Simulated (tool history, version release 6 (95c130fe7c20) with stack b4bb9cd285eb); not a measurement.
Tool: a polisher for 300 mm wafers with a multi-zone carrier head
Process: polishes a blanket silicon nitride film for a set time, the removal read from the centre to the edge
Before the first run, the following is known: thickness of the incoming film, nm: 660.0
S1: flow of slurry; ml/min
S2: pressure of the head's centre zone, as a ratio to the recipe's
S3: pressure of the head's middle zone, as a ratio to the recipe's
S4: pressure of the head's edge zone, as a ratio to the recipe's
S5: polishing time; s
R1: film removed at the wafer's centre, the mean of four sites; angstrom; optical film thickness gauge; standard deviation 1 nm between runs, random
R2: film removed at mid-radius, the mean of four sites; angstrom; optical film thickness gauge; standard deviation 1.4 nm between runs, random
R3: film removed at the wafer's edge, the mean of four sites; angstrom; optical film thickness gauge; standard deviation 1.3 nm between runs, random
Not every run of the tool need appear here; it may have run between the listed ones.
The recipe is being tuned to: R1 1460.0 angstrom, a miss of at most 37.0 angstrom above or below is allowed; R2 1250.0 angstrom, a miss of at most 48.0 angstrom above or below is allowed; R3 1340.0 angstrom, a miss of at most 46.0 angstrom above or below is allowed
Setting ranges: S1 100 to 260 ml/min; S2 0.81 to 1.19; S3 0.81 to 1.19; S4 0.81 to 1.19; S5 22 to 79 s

| run | hour | S1 | S2 | S3 | S4 | S5 | R1 | R2 | R3 |
|---|---|---|---|---|---|---|---|---|---|
| 1 | 0.0 | 165 | 1.00 | 1.00 | 1.00 | 50 | 1085.4 | 1076.2 | 1088.6 |
| 2 | 8.2 | 165 | 1.00 | 1.06 | 1.00 | 50 | 1082.0 | 1118.3 | 1099.7 |
| 3 | 14.7 | 165 | 1.00 | 1.06 | 1.08 | 50 | 1084.3 | 1129.4 | 1139.8 |
| 4 | 15.5 | 165 | 1.00 | 1.06 | 1.12 | 50 | 1071.2 | 1120.5 | 1142.3 |
| 5 | 19.1 | 180 | 1.04 | 1.04 | 1.14 | 52 | 1156.6 | 1191.3 | 1208.4 |
| 6 | 19.7 | 185 | 1.09 | 0.99 | 1.14 | 54 | 1240.5 | 1177.0 | 1283.9 |
| 7 | 28.1 | 200 | 1.12 | 0.98 | 1.11 | 55 | 1324.5 | 1180.2 | 1285.6 |
| 8 | 35.6 | 245 | 1.17 | 1.01 | 1.14 | 56 | 1403.6 | 1267.0 | 1344.7 |
| 9 | 39.4 | 245 | 1.18 | 1.00 | 1.13 | 56 | 1418.6 | 1261.4 | 1360.4 |
| 10 | 42.6 | 260 | 1.19 | 0.96 | 1.03 | 56 | 1425.2 | 1200.1 | 1289.1 |

4 candidate next runs follow, results not yet known. Just one meets every target within its allowed miss. Identify it.
| A | 45.8 | 260 | 1.16 | 1.03 | 1.01 | 55 | ? | ? | ? |
| B | 45.8 | 260 | 1.12 | 0.98 | 1.10 | 57 | ? | ? | ? |
| C | 45.8 | 245 | 1.13 | 0.93 | 1.00 | 59 | ? | ? | ? |
| D | 45.8 | 260 | 1.15 | 0.98 | 1.00 | 56 | ? | ? | ? |

| move | R1 | R2 | R3 |
|---|---|---|---|
| A | 1388.1 | 1274.8 | 1261.7 |
| B | 1401.2 | 1271.9 | 1364.9 |
| C | 1450.5 | 1258.7 | 1343.0 |
| D | 1403.9 | 1249.7 | 1279.3 |
A: its largest miss is bigger than the last run's
B: the worst result of the last run now meets its target, but another is out of spec
C: every result lands within tolerance
D: its largest miss is bigger than the last run's
The move that meets every target is C.

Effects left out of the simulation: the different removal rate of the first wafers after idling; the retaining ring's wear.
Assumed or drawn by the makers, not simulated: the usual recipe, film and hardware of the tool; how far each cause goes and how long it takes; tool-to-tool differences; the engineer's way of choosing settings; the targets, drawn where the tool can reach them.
